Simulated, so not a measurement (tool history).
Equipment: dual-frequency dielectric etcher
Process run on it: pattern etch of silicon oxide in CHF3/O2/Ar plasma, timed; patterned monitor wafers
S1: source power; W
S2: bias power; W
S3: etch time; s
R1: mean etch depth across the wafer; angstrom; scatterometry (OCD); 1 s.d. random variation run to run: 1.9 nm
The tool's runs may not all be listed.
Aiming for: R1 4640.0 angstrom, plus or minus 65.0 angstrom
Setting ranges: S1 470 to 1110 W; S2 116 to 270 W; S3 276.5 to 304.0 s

{"run": 1, "hour": 0.0, "S1": 790, "S2": 193, "S3": 304.0, "R1": 6558.2}
{"run": 2, "hour": 5.9, "S1": 720, "S2": 193, "S3": 304.0, "R1": 6328.8}
{"run": 3, "hour": 6.4, "S1": 720, "S2": 193, "S3": 304.0, "R1": 6275.1}
{"run": 4, "hour": 12.6, "S1": 670, "S2": 176, "S3": 300.0, "R1": 5778.1}
{"run": 5, "hour": 18.9, "S1": 630, "S2": 167, "S3": 299.5, "R1": 5459.2}
{"run": 6, "hour": 23.0, "S1": 630, "S2": 199, "S3": 299.5, "R1": 6026.8}
{"run": 7, "hour": 29.3, "S1": 600, "S2": 186, "S3": 298.5, "R1": 5641.6}
{"run": 8, "hour": 31.4, "S1": 570, "S2": 177, "S3": 298.0, "R1": 5395.0}
{"run": 9, "hour": 36.2, "S1": 550, "S2": 170, "S3": 297.5, "R1": 5170.4}
{"run": 10, "hour": 44.2, "S1": 530, "S2": 166, "S3": 297.0, "R1": 5062.0}
{"run": 11, "hour": 53.0, "S1": 520, "S2": 162, "S3": 297.0, "R1": 4940.7}
{"run": 12, "hour": 59.3, "S1": 510, "S2": 160, "S3": 297.0, "R1": 4874.5}
{"run": 13, "hour": 63.8, "S1": 500, "S2": 158, "S3": 297.0, "R1": 4769.6}
{"run": 14, "hour": 69.6, "S1": 490, "S2": 158, "S3": 297.0, "R1": 4730.0}

Exercise: of the 4 proposed moves below, exactly one satisfies all targets within the stated allowed misses. Which move is it?
{"run": "A", "hour": 75.4, "S1": 470, "S2": 181, "S3": 284.0, "R1": "?"}
{"run": "B", "hour": 75.4, "S1": 470, "S2": 176, "S3": 286.5, "R1": "?"}
{"run": "C", "hour": 75.4, "S1": 610, "S2": 129, "S3": 301.5, "R1": "?"}
{"run": "D", "hour": 75.4, "S1": 470, "S2": 159, "S3": 304.0, "R1": "?"}

move=A R1=4842.8
move=B R1=4808.2
move=C R1=4648.5
move=D R1=4808.6
A: moves away from the targets compared with the last run
B: moves away from the targets compared with the last run
C: each result inside its tolerance
D: moves away from the targets compared with the last run
Move C is the one to make.

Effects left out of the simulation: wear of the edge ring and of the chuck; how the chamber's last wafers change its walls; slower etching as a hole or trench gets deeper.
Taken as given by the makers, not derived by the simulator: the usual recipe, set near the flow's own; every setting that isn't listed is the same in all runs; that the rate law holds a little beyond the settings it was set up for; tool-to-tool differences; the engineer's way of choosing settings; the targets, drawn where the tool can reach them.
